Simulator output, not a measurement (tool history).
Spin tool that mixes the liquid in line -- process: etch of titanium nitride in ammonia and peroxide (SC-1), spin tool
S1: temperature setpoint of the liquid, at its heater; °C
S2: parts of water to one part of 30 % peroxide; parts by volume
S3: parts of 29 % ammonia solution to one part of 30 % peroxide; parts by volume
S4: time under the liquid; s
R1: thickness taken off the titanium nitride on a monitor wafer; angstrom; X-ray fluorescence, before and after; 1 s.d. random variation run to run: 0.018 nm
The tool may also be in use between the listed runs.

run,hour,S1,S2,S3,S4,R1
1,0,61,6,0.5,15,23.052
2,3.8,55.5,6,0.5,15,16.198
3,5.9,57,6,0.5,15,17.882
4,8.3,58.5,6,0.5,15,19.666
5,9.2,59.5,6,0.5,15,21.16
6,14.5,60.5,6,0.5,15,22.581
7,17.6,61.5,6,0.5,15,24.144
8,23.7,62,6,0.5,15,24.993

Run 9 has not been measured yet. What should we expect?
9,24.3,62.5,6,0.5,15,?

For run 9 the tool returned R1 25.676 angstrom.
